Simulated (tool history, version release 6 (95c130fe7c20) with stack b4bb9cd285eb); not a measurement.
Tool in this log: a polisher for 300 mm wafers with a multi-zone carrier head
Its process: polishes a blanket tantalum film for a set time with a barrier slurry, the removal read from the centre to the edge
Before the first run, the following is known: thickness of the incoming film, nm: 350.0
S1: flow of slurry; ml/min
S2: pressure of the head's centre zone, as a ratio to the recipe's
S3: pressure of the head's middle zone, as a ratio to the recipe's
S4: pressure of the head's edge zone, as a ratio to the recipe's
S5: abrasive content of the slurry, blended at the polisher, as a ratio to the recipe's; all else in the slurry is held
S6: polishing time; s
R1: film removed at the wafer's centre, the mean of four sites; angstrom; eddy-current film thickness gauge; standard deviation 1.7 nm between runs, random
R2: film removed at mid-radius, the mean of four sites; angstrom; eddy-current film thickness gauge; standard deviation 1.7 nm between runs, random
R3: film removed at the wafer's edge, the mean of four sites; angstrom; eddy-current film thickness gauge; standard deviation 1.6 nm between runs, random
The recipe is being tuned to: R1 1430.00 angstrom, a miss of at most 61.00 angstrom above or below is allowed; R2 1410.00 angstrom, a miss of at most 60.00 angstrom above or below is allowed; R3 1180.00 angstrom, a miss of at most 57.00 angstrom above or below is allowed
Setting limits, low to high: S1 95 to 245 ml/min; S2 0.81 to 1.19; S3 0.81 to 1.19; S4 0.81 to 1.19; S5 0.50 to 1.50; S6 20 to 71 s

{"run": 1, "hour": 0.0, "S1": 155, "S2": 1.0, "S3": 1.0, "S4": 1.0, "S5": 1.0, "S6": 45, "R1": 814.09, "R2": 813.31, "R3": 810.67}
{"run": 2, "hour": 4.5, "S1": 165, "S2": 1.02, "S3": 1.02, "S4": 1.0, "S5": 1.1, "S6": 46, "R1": 880.65, "R2": 884.72, "R3": 904.13}
{"run": 3, "hour": 7.0, "S1": 165, "S2": 1.05, "S3": 1.05, "S4": 0.97, "S5": 1.1, "S6": 48, "R1": 936.17, "R2": 928.6, "R3": 907.22}
{"run": 4, "hour": 8.7, "S1": 170, "S2": 1.07, "S3": 1.07, "S4": 0.95, "S5": 1.15, "S6": 50, "R1": 1012.1, "R2": 996.75, "R3": 942.52}
{"run": 5, "hour": 13.3, "S1": 175, "S2": 1.08, "S3": 1.09, "S4": 0.94, "S5": 1.2, "S6": 51, "R1": 1078.5, "R2": 1066.0, "R3": 977.12}
{"run": 6, "hour": 20.1, "S1": 140, "S2": 1.08, "S3": 1.09, "S4": 0.94, "S5": 1.2, "S6": 51, "R1": 997.61, "R2": 1011.5, "R3": 947.89}
{"run": 7, "hour": 22.8, "S1": 185, "S2": 1.16, "S3": 1.19, "S4": 0.98, "S5": 1.45, "S6": 54, "R1": 1272.8, "R2": 1289.3, "R3": 1133.9}
{"run": 8, "hour": 23.8, "S1": 190, "S2": 1.16, "S3": 1.19, "S4": 0.97, "S5": 1.45, "S6": 54, "R1": 1254.7, "R2": 1263.9, "R3": 1081.6}
{"run": 9, "hour": 32.6, "S1": 195, "S2": 1.16, "S3": 1.19, "S4": 0.97, "S5": 1.45, "S6": 55, "R1": 1268.9, "R2": 1324.8, "R3": 1101.9}
{"run": 10, "hour": 41.2, "S1": 195, "S2": 1.16, "S3": 1.18, "S4": 0.97, "S5": 1.45, "S6": 56, "R1": 1317.5, "R2": 1332.9, "R3": 1135.9}

Of the 5 settings listed for the next run, only one would bring every result within its allowed miss of target. Which one?
{"run": "A", "hour": 49.8, "S1": 235, "S2": 1.19, "S3": 1.19, "S4": 0.82, "S5": 1.5, "S6": 62, "R1": "?", "R2": "?", "R3": "?"}
{"run": "B", "hour": 49.8, "S1": 205, "S2": 1.12, "S3": 1.11, "S4": 0.82, "S5": 1.3, "S6": 64, "R1": "?", "R2": "?", "R3": "?"}
{"run": "C", "hour": 49.8, "S1": 155, "S2": 1.19, "S3": 1.01, "S4": 1.16, "S5": 1.5, "S6": 62, "R1": "?", "R2": "?", "R3": "?"}
{"run": "D", "hour": 49.8, "S1": 130, "S2": 0.98, "S3": 1.19, "S4": 0.9, "S5": 1.5, "S6": 63, "R1": "?", "R2": "?", "R3": "?"}
{"run": "E", "hour": 49.8, "S1": 140, "S2": 1.05, "S3": 1.13, "S4": 1.1, "S5": 1.25, "S6": 67, "R1": "?", "R2": "?", "R3": "?"}

move=A R1=1543.50 R2=1527.90 R3=1176.00
move=B R1=1439.60 R2=1415.10 R3=1162.80
move=C R1=1429.80 R2=1241.10 R3=1324.20
move=D R1=1187.40 R2=1396.90 R3=1153.00
move=E R1=1309.60 R2=1390.10 R3=1316.70
A: moves the result that the last run missed by most past its target, out the other side
B: every result lands within tolerance
C: puts the biggest miss on target and leaves a different result outside tolerance
D: misses by more than the last run did
E: misses by more than the last run did
The move that meets every target is B.
